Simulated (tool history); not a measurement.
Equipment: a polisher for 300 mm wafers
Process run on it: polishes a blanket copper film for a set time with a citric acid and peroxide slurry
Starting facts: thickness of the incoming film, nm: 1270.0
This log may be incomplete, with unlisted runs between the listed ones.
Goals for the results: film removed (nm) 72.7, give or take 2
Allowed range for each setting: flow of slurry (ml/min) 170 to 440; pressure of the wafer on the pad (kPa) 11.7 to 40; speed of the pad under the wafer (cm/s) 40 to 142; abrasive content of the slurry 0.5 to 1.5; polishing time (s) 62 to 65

| run | hour | flow of slurry (ml/min) | pressure of the wafer on the pad (kPa) | speed of the pad under the wafer (cm/s) | abrasive content of the slurry | polishing time (s) | film removed (nm) |
|---|---|---|---|---|---|---|---|
| 1 | 0 | 280 | 25.5 | 90 | 1 | 62 | 152.02 |
| 2 | 6.9 | 280 | 29 | 90 | 1 | 62 | 170.56 |
| 3 | 8.6 | 280 | 31.7 | 90 | 1 | 62 | 180.03 |
| 4 | 11.1 | 280 | 31.7 | 90 | 1 | 65 | 188.75 |
| 5 | 14.4 | 280 | 31.7 | 68 | 1 | 65 | 153.04 |
| 6 | 17.9 | 210 | 31.7 | 68 | 1 | 65 | 146.56 |
| 7 | 26.9 | 205 | 26.9 | 66 | 1 | 65 | 126.65 |
| 8 | 32.9 | 205 | 22.8 | 62 | 1 | 65 | 109.14 |
| 9 | 39.6 | 205 | 22.8 | 62 | 1 | 65 | 106.28 |
| 10 | 41.6 | 205 | 20 | 60 | 1 | 65 | 99.197 |
| 11 | 45.7 | 205 | 17.9 | 58 | 1 | 65 | 87.675 |
| 12 | 47.9 | 205 | 16.5 | 58 | 1 | 65 | 85.355 |
| 13 | 56.1 | 205 | 15.2 | 58 | 1 | 65 | 79.139 |
| 14 | 63.3 | 205 | 15.2 | 58 | 1 | 65 | 79.78 |
| 15 | 71.2 | 205 | 14.5 | 58 | 1 | 65 | 77.206 |
| 16 | 78.5 | 205 | 13.8 | 58 | 1 | 65 | 76.151 |

Exactly one of the 5 candidate moves below puts every result within its allowed miss. Which one?
| A | 85.8 | 195 | 13.8 | 60 | 1.05 | 64 | ? |
| B | 85.8 | 170 | 20 | 42 | 1.05 | 63 | ? |
| C | 85.8 | 240 | 13.1 | 66 | 0.9 | 62 | ? |
| D | 85.8 | 170 | 18.6 | 46 | 1.05 | 65 | ? |
| E | 85.8 | 190 | 12.4 | 64 | 1.15 | 65 | ? |

| move | film removed (nm) |
|---|---|
| A | 76.822 |
| B | 73.115 |
| C | 76.846 |
| D | 76.311 |
| E | 78.356 |
A: the biggest miss grows against the last run
B: every result lands within tolerance
C: the biggest miss grows against the last run
D: as far off as the last run
E: the biggest miss grows against the last run
Answer: B
